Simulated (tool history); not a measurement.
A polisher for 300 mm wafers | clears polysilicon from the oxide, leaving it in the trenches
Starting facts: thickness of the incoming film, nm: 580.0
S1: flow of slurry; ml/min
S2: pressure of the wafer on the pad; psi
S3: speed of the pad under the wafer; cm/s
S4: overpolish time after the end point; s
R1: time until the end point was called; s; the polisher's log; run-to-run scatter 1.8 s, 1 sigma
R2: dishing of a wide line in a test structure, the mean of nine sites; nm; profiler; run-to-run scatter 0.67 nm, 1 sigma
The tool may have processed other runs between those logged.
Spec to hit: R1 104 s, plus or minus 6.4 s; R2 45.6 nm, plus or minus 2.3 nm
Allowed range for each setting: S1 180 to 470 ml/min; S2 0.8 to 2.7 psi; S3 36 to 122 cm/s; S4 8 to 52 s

| run | hour | S1 | S2 | S3 | S4 | R1 | R2 |
|---|---|---|---|---|---|---|---|
| 1 | 0 | 300 | 1.7 | 78 | 26 | 98.09 | 56.219 |
| 2 | 2.5 | 235 | 1.7 | 78 | 26 | 103.47 | 55.182 |
| 3 | 6.7 | 235 | 1.7 | 78 | 17 | 97.864 | 48.327 |
| 4 | 7.9 | 235 | 1.7 | 78 | 8 | 98.214 | 33.76 |
| 5 | 12.8 | 235 | 1.7 | 66 | 8 | 108.75 | 31.172 |
| 6 | 15.8 | 235 | 1.7 | 72 | 11 | 105.17 | 39.145 |
| 7 | 17.3 | 230 | 1.7 | 72 | 13 | 104.16 | 42.056 |
| 8 | 21.6 | 220 | 1.7 | 72 | 13 | 104.39 | 41.694 |
| 9 | 25.8 | 210 | 1.7 | 72 | 13 | 106.14 | 40.979 |
| 10 | 29.7 | 225 | 1.7 | 72 | 26 | 103.21 | 55.599 |

Which one of the following 4 next-run settings gets every result inside its allowed miss? There is exactly one.
| A | 33.6 | 265 | 2 | 52 | 12 | ? | ? |
| B | 33.6 | 295 | 1.5 | 86 | 26 | ? | ? |
| C | 33.6 | 200 | 1.8 | 66 | 15 | ? | ? |
| D | 33.6 | 215 | 1.6 | 74 | 21 | ? | ? |

| move | R1 | R2 |
|---|---|---|
| A | 105.53 | 40.096 |
| B | 104.25 | 54.245 |
| C | 105.71 | 44.768 |
| D | 110.21 | 50.303 |
A: the result that was furthest off in the last run now lies on the other side of its target
B: nearer than the last run, and not there yet
C: hits every target within its allowed miss
D: nearer than the last run, and not there yet
So the answer is move C, the one that meets all the targets.
